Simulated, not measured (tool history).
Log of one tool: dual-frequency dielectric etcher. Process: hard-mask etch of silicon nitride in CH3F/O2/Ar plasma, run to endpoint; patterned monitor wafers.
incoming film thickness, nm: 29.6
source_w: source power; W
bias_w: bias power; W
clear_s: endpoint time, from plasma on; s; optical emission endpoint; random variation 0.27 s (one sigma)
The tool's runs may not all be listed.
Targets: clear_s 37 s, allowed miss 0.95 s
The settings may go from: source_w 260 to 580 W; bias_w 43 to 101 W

{"run": 1, "hour": 0.0, "source_w": 420, "bias_w": 72, "clear_s": 41.131}
{"run": 2, "hour": 7.7, "source_w": 370, "bias_w": 72, "clear_s": 43.026}
{"run": 3, "hour": 14.6, "source_w": 390, "bias_w": 73, "clear_s": 41.749}
{"run": 4, "hour": 17.2, "source_w": 400, "bias_w": 74, "clear_s": 41.771}
{"run": 5, "hour": 19.6, "source_w": 400, "bias_w": 62, "clear_s": 43.622}
{"run": 6, "hour": 24.8, "source_w": 450, "bias_w": 62, "clear_s": 41.804}
{"run": 7, "hour": 33.2, "source_w": 460, "bias_w": 63, "clear_s": 40.986}
{"run": 8, "hour": 33.8, "source_w": 470, "bias_w": 64, "clear_s": 41.362}
{"run": 9, "hour": 34.6, "source_w": 480, "bias_w": 66, "clear_s": 40.824}

5 next moves are on the table. One of them brings every result within its allowed miss. Which?
{"run": "A", "hour": 35.4, "source_w": 580, "bias_w": 87, "clear_s": "?"}
{"run": "B", "hour": 35.4, "source_w": 490, "bias_w": 66, "clear_s": "?"}
{"run": "C", "hour": 35.4, "source_w": 440, "bias_w": 57, "clear_s": "?"}
{"run": "D", "hour": 35.4, "source_w": 440, "bias_w": 56, "clear_s": "?"}
{"run": "E", "hour": 35.4, "source_w": 580, "bias_w": 73, "clear_s": "?"}

move=A clear_s=35.399
move=B clear_s=40.442
move=C clear_s=43.515
move=D clear_s=43.717
move=E clear_s=37.257
A: takes the result that was furthest off past its target
B: nearer than the last run, and not there yet
C: further off than the last run
D: further off than the last run
E: meets every target
Move E is the one to make.
